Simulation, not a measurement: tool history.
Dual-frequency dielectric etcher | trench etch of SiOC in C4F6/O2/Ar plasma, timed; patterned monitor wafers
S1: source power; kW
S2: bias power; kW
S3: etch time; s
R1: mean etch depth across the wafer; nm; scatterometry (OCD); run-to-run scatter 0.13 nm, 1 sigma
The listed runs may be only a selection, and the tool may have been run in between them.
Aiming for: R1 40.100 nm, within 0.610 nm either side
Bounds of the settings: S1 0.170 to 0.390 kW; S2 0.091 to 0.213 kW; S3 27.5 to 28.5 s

Run 1, hour 0.0: S1 0.280 kW, S2 0.152 kW, S3 27.5 s. Result: R1 44.822 nm.
Run 2, hour 1.0: S1 0.280 kW, S2 0.136 kW, S3 27.5 s. Result: R1 42.653 nm.
Run 3, hour 5.2: S1 0.270 kW, S2 0.136 kW, S3 27.5 s. Result: R1 42.089 nm.
Run 4, hour 11.3: S1 0.270 kW, S2 0.136 kW, S3 27.5 s. Result: R1 42.258 nm.
Run 5, hour 14.2: S1 0.260 kW, S2 0.136 kW, S3 27.5 s. Result: R1 41.245 nm.
Run 6, hour 15.2: S1 0.260 kW, S2 0.136 kW, S3 27.5 s. Result: R1 41.515 nm.
At hour 16.0: bias power generator calibrated.
Run 7, hour 16.0: S1 0.260 kW, S2 0.136 kW, S3 27.5 s. Result: R1 42.036 nm.
Run 8, hour 16.9: S1 0.250 kW, S2 0.135 kW, S3 27.5 s. Result: R1 41.173 nm.

Exercise: of the 5 proposed moves below, exactly one satisfies all targets within the stated allowed misses. Which move is it?
Run A, hour 17.8: S1 0.240 kW, S2 0.132 kW, S3 27.5 s. Result: R1 ?.
Run B, hour 17.8: S1 0.240 kW, S2 0.140 kW, S3 27.5 s. Result: R1 ?.
Run C, hour 17.8: S1 0.320 kW, S2 0.109 kW, S3 27.5 s. Result: R1 ?.
Run D, hour 17.8: S1 0.200 kW, S2 0.145 kW, S3 28.0 s. Result: R1 ?.
Run E, hour 17.8: S1 0.230 kW, S2 0.144 kW, S3 28.0 s. Result: R1 ?.

move      R1
   A  39.916
   B  40.977
   C  41.817
   D  38.920
   E  41.425
A: in spec on every target
B: closer than the last run, but not yet in spec
C: its largest miss is bigger than the last run's
D: pushes the last run's worst result past its target
E: its largest miss is bigger than the last run's
Correct choice: A, which meets every target
